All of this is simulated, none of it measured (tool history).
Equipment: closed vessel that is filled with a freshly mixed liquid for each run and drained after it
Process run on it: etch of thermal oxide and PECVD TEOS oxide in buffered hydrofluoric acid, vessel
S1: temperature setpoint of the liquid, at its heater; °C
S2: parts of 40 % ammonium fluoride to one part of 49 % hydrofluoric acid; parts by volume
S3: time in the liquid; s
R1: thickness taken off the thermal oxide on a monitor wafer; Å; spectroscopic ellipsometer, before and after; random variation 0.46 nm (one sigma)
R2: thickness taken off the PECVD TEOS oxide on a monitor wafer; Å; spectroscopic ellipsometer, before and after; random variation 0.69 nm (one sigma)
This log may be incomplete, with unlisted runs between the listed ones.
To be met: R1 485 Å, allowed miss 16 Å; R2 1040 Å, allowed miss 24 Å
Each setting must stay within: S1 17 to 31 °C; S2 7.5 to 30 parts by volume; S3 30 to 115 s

| run | hour | S1 | S2 | S3 | R1 | R2 |
|---|---|---|---|---|---|---|
| 1 | 0 | 23 | 21 | 60 | 382.72 | 825.76 |
| 2 | 1.5 | 20.5 | 21 | 60 | 334.65 | 709.92 |
| 3 | 5.2 | 20.5 | 21 | 70 | 387.23 | 835.64 |
| 4 | 11.1 | 21 | 21 | 70 | 393.38 | 850.33 |
| 5 | 18.2 | 21 | 21 | 90 | 508.34 | 1100 |
| 6 | 21.5 | 24 | 21 | 90 | 598.06 | 1310 |
| 7 | 27.5 | 23.5 | 21 | 90 | 598.45 | 1270.4 |
| 8 | 29 | 23 | 21 | 90 | 571.95 | 1229.1 |

Pick the move, out of 4, that brings all results within their allowed miss; only one does.
| A | 30.5 | 24 | 21.5 | 95 | ? | ? |
| B | 30.5 | 21 | 13.5 | 80 | ? | ? |
| C | 30.5 | 23.5 | 21.5 | 70 | ? | ? |
| D | 30.5 | 24.5 | 19.5 | 65 | ? | ? |

| move | R1 | R2 |
|---|---|---|
| A | 623.4 | 1331.6 |
| B | 703.02 | 1501.7 |
| C | 446.93 | 954.64 |
| D | 482.65 | 1030.9 |
A: its largest miss is bigger than the last run's
B: its largest miss is bigger than the last run's
C: moves the result that the last run missed by most past its target, out the other side
D: meets every target
Correct choice: D, which meets every target
